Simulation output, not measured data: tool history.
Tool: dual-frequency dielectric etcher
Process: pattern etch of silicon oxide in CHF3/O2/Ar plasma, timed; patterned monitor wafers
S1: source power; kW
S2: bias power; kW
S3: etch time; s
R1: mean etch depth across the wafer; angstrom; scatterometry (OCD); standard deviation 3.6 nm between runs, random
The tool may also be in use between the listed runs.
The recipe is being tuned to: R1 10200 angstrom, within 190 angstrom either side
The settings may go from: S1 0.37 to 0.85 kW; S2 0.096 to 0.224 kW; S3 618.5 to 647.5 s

run  hour    S1     S2     S3      R1
  1     0  0.61   0.16  618.5   11308
  2   5.2  0.61   0.16  618.5   11180
  3   7.1  0.61   0.16  647.5   11773
  4    12  0.61  0.178  647.5   12120
  5  16.3  0.56  0.172  645.5   11387
  6  21.8  0.56  0.186  645.5   11714
  7  27.9  0.52  0.184    645   11168
  8  35.4   0.5  0.183    645   10857
  9  36.8  0.49  0.182    645   10739
 10  42.1  0.48  0.182    645   10567
 11  45.1  0.43   0.18  644.5  9788.3
 12    47  0.44   0.18  644.5    9965

4 next moves are on the table. One of them brings every result within its allowed miss. Which?
  A  48.9  0.43  0.175    629   ?
  B  48.9  0.43  0.176  642.5   ?
  C  48.9   0.5  0.153  633.5   ?
  D  48.9  0.45  0.181  626.5   ?

move      R1
   A  9478.8
   B  9698.5
   C   10122
   D  9826.7
A: its largest miss is bigger than the last run's
B: its largest miss is bigger than the last run's
C: all results land within tolerance of their targets
D: its largest miss is bigger than the last run's
So the answer is move C, the one that meets all the targets.

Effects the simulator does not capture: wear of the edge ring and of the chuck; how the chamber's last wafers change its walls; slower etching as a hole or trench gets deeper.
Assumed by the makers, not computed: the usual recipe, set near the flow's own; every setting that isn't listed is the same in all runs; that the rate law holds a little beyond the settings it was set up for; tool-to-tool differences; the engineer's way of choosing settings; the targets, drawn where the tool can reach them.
